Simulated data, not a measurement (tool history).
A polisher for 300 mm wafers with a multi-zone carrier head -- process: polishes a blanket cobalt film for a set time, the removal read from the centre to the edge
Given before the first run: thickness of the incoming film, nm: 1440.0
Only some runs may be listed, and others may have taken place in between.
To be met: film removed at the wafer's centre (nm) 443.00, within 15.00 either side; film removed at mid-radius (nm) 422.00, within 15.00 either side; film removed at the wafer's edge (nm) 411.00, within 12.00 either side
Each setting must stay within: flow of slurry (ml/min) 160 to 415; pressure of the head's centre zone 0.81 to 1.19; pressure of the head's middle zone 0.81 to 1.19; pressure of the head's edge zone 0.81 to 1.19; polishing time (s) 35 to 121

| run | hour | flow of slurry (ml/min) | pressure of the head's centre zone | pressure of the head's middle zone | pressure of the head's edge zone | polishing time (s) | film removed at the wafer's centre (nm) | film removed at mid-radius (nm) | film removed at the wafer's edge (nm) |
|---|---|---|---|---|---|---|---|---|---|
| 1 | 0.0 | 265 | 1.00 | 1.00 | 1.00 | 78 | 328.16 | 315.43 | 318.66 |
| 2 | 7.7 | 265 | 1.00 | 1.04 | 1.00 | 78 | 326.24 | 338.29 | 316.46 |
| 3 | 9.4 | 265 | 1.00 | 1.00 | 1.00 | 78 | 321.26 | 319.00 | 318.85 |
| 4 | 17.8 | 265 | 1.00 | 0.91 | 1.00 | 78 | 327.04 | 297.02 | 314.49 |
| 5 | 23.4 | 270 | 1.02 | 0.95 | 1.02 | 80 | 334.13 | 315.65 | 330.26 |
| 6 | 24.2 | 275 | 1.04 | 0.97 | 1.02 | 83 | 357.94 | 334.26 | 340.17 |
| 7 | 31.1 | 280 | 1.06 | 0.99 | 1.04 | 85 | 377.00 | 345.82 | 353.55 |
| 8 | 39.7 | 285 | 1.07 | 1.01 | 1.06 | 86 | 385.55 | 358.17 | 360.65 |
| 9 | 45.9 | 290 | 1.08 | 1.02 | 1.08 | 87 | 393.70 | 374.95 | 369.20 |
| 10 | 48.8 | 295 | 1.09 | 1.02 | 1.09 | 88 | 408.88 | 370.34 | 369.97 |
| 11 | 51.4 | 295 | 1.09 | 1.03 | 1.10 | 89 | 409.67 | 384.54 | 380.98 |
| 12 | 54.5 | 300 | 1.10 | 1.04 | 1.11 | 90 | 420.77 | 382.31 | 385.42 |

Exactly one of the 5 candidate moves below puts every result within its allowed miss. Which one?
| A | 57.6 | 300 | 1.09 | 1.07 | 1.09 | 96 | ? | ? | ? |
| B | 57.6 | 310 | 1.02 | 1.16 | 0.91 | 96 | ? | ? | ? |
| C | 57.6 | 330 | 1.06 | 1.19 | 0.99 | 92 | ? | ? | ? |
| D | 57.6 | 240 | 1.05 | 1.09 | 1.12 | 96 | ? | ? | ? |
| E | 57.6 | 255 | 1.01 | 1.19 | 1.02 | 96 | ? | ? | ? |

| move | film removed at the wafer's centre (nm) | film removed at mid-radius (nm) | film removed at the wafer's edge (nm) |
|---|---|---|---|
| A | 447.66 | 422.87 | 408.61 |
| B | 420.10 | 454.60 | 374.80 |
| C | 420.69 | 447.25 | 374.86 |
| D | 422.86 | 422.23 | 408.71 |
| E | 409.15 | 457.77 | 391.00 |
A: all results land within tolerance of their targets
B: takes the biggest miss from the last run beyond its target
C: takes the biggest miss from the last run beyond its target
D: meets the target for the result that was furthest off, but another lies outside its allowed miss
E: takes the biggest miss from the last run beyond its target
A is the move that brings every result within its allowed miss.

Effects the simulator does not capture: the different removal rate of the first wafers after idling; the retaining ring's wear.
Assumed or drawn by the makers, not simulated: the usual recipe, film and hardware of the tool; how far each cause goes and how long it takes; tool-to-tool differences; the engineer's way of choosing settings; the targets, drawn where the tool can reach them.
